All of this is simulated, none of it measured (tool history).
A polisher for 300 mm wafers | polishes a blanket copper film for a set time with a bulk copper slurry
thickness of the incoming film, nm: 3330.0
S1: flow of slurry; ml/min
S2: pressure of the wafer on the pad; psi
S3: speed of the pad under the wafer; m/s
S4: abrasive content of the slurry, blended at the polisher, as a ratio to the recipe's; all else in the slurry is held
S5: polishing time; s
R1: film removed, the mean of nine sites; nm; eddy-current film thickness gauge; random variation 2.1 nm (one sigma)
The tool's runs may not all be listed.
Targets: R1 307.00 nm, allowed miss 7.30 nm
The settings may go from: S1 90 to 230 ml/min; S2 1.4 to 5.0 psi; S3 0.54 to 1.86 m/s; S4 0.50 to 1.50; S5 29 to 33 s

run	day	S1	S2	S3	S4	S5	R1
1	0.000	150	3.2	1.18	1.00	33	480.30
2	0.312	150	3.2	1.18	1.00	29	420.62
3	0.629	130	3.2	1.18	1.00	29	408.32
4	0.762	125	3.1	1.18	1.00	29	390.29
5	1.092	125	3.1	1.36	1.00	29	445.43
6	1.133	125	3.1	1.36	1.10	29	455.56
7	1.454	120	2.9	1.36	1.10	29	422.68
8	1.596	115	2.8	1.36	1.10	29	404.01
9	1.733	110	2.7	1.36	1.10	29	391.84
10	1.925	105	2.6	1.36	1.10	29	369.37
11	2.125	105	2.5	1.36	1.10	29	354.80
12	2.375	105	2.4	1.36	1.10	29	341.30
13	2.662	100	2.3	1.36	1.10	29	326.14

4 next moves are on the table. One of them brings every result within its allowed miss. Which?
A	2.950	150	2.2	1.16	1.35	30	?
B	2.950	95	2.2	1.34	0.90	32	?
C	2.950	95	2.4	1.30	1.20	29	?
D	2.950	105	2.0	1.50	1.00	29	?

move	R1
A	323.99
B	320.99
C	329.71
D	313.65
A: nearer than the last run, and not there yet
B: nearer than the last run, and not there yet
C: further off than the last run
D: meets every target
Answer: D
